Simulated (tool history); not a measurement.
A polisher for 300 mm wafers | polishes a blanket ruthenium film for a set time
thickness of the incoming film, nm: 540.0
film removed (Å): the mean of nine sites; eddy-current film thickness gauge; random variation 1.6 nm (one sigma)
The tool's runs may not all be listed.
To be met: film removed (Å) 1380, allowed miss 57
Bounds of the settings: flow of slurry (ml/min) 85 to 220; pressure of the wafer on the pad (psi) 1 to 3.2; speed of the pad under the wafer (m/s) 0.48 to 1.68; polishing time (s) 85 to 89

run,hour,flow of slurry (ml/min),pressure of the wafer on the pad (psi),speed of the pad under the wafer (m/s),polishing time (s),film removed (Å)
1,0,140,2.1,1.08,85,930.76
2,6.2,140,1.9,1.08,85,873.72
3,14.6,160,1.9,1.08,85,866.16
4,19.2,160,1.9,1.34,85,1076
5,27.1,160,1.9,1.18,85,938.07
6,33.5,130,1.9,1.18,85,935.22
7,42.3,130,2,1.18,85,945.75
8,46.7,130,2.1,1.18,85,983.63
9,52.7,130,2.2,1.18,85,1015.8
10,60.9,130,2.3,1.18,85,1050.6
11,62.4,130,2.4,1.18,85,1081.2
12,71.2,130,2.5,1.18,85,1114.6
13,73.3,150,3,1.2,85,1311.1

Which of these 4 next moves meets every target?
A,75.4,150,2.5,1.24,87,?
B,75.4,135,2.9,1.2,85,?
C,75.4,165,2.7,1.38,85,?
D,75.4,195,3,1.08,87,?

move,film removed (Å)
A,1215.2
B,1263.4
C,1406.7
D,1246.9
A: further off than the last run
B: further off than the last run
C: meets every target
D: further off than the last run
Answer: C
